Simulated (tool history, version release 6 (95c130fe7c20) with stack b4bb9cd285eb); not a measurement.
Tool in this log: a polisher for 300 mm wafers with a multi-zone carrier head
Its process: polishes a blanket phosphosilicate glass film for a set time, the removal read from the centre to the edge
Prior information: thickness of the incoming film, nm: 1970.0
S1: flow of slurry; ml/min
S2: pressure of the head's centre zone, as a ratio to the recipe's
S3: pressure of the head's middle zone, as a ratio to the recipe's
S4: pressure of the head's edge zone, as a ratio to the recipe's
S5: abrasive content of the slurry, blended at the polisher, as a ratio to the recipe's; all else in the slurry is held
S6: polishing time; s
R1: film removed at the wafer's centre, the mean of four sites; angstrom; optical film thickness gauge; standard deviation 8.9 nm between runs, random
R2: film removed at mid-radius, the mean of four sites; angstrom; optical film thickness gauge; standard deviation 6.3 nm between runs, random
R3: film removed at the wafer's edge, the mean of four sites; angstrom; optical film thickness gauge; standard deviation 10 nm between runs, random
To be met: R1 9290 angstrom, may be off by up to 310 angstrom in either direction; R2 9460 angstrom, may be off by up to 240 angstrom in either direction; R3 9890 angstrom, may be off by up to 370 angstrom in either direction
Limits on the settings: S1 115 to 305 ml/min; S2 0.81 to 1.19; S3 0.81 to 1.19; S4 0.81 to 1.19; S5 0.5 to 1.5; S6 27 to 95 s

| run | hour | S1 | S2 | S3 | S4 | S5 | S6 | R1 | R2 | R3 |
|---|---|---|---|---|---|---|---|---|---|---|
| 1 | 0 | 195 | 1 | 1 | 1 | 1 | 61 | 8447.5 | 8425.7 | 8422.1 |
| 2 | 4.7 | 195 | 1 | 1.04 | 1 | 1 | 61 | 8297.3 | 8751.8 | 8639.9 |
| 3 | 13 | 210 | 1.01 | 1.04 | 1.03 | 1 | 61 | 8713.4 | 8960.7 | 8705.4 |
| 4 | 16.2 | 205 | 1 | 1.03 | 1.06 | 1.05 | 61 | 8591.7 | 8961.4 | 9136.1 |
| 5 | 23.3 | 215 | 1 | 1.03 | 1.08 | 1.05 | 61 | 8753.1 | 9124.7 | 9093 |
| 6 | 28.7 | 195 | 1 | 1.03 | 1.08 | 1.05 | 61 | 8729.4 | 8901.5 | 9078.8 |
| 7 | 29.5 | 200 | 1 | 1.03 | 1.1 | 1.05 | 61 | 8670.8 | 8943.9 | 9155.2 |
| 8 | 31.9 | 205 | 1 | 1.03 | 1.12 | 1.05 | 61 | 8769.4 | 8933.4 | 9250.8 |
| 9 | 35.7 | 210 | 1 | 1.03 | 1.13 | 1.05 | 61 | 8877.1 | 8970 | 9330.7 |

Of the 4 settings listed for the next run, only one would bring every result within its allowed miss of target. Which one?
| A | 39.5 | 220 | 1.08 | 0.96 | 1.1 | 1.05 | 59 | ? | ? | ? |
| B | 39.5 | 140 | 0.87 | 0.88 | 1.19 | 1.25 | 67 | ? | ? | ? |
| C | 39.5 | 220 | 0.98 | 0.98 | 1.05 | 1.05 | 66 | ? | ? | ? |
| D | 39.5 | 185 | 0.89 | 0.95 | 1.19 | 1.05 | 67 | ? | ? | ? |

| move | R1 | R2 | R3 |
|---|---|---|---|
| A | 9295.1 | 8333.3 | 9096.7 |
| B | 8440.9 | 8860.5 | 11079 |
| C | 9429.7 | 9490.6 | 9939.2 |
| D | 8424 | 9136.5 | 10543 |
A: lands further from the targets than the last run did
B: lands further from the targets than the last run did
C: every result within its allowed miss
D: lands further from the targets than the last run did
C is the move that brings every result within its allowed miss.

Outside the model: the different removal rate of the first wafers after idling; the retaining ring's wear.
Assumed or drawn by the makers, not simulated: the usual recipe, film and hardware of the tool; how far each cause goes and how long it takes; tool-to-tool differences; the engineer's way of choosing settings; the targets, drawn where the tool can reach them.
